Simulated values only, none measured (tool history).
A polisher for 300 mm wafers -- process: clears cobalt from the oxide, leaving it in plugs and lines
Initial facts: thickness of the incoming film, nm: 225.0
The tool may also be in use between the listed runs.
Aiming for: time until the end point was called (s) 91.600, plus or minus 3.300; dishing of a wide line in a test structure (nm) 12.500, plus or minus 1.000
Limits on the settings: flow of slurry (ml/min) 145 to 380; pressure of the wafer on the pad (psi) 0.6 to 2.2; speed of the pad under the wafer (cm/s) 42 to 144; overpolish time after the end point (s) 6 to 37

run,day,flow of slurry (ml/min),pressure of the wafer on the pad (psi),speed of the pad under the wafer (cm/s),overpolish time after the end point (s),time until the end point was called (s),dishing of a wide line in a test structure (nm)
1,0.000,245,1.4,92,19,77.126,29.794
2,0.196,245,1.4,92,12,75.756,23.985
3,0.571,245,1.4,108,12,67.005,26.916
4,0.754,245,1.4,118,12,61.660,27.825
5,1.004,245,1.2,118,12,69.129,24.484
6,1.150,245,1.2,118,8,70.744,19.619
7,1.225,245,1.1,120,8,75.917,18.403
8,1.446,185,0.7,144,6,99.469,11.385
9,1.671,190,0.7,144,6,101.760,11.638
10,1.938,190,0.7,144,6,98.924,12.026

Exercise: of the 4 proposed moves below, exactly one satisfies all targets within the stated allowed misses. Which move is it?
A,2.204,170,0.7,132,6,?,?
B,2.204,275,0.7,144,6,?,?
C,2.204,160,0.7,144,6,?,?
D,2.204,180,0.7,142,6,?,?

move,time until the end point was called (s),dishing of a wide line in a test structure (nm)
A,109.670,10.582
B,90.915,12.410
C,102.570,11.206
D,100.600,11.393
A: lands further from the targets than the last run did
B: all results land within tolerance of their targets
C: lands further from the targets than the last run did
D: lands further from the targets than the last run did
B meets every target.
